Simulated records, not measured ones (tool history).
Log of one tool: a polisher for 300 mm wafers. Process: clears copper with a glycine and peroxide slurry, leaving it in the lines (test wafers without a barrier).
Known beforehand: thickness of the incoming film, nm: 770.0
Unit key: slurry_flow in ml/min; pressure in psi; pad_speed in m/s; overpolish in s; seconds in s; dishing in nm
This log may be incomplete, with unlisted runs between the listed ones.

run,hour,slurry_flow,pressure,pad_speed,overpolish,seconds,dishing
1,0.0,315,2.7,1.02,14,177.89,36.493
2,2.4,315,3.0,1.02,14,161.35,38.974
3,3.5,315,3.1,1.02,13,155.21,38.289
4,10.0,315,3.2,1.02,12,152.48,36.017
5,17.7,315,2.9,1.02,12,169.00,34.431
6,26.7,315,3.0,1.02,12,160.35,34.137

Forecast run 7:
7,33.5,315,3.1,1.02,12,?,?

{"run 7": {"seconds": 158.19, "dishing": 36.076}}

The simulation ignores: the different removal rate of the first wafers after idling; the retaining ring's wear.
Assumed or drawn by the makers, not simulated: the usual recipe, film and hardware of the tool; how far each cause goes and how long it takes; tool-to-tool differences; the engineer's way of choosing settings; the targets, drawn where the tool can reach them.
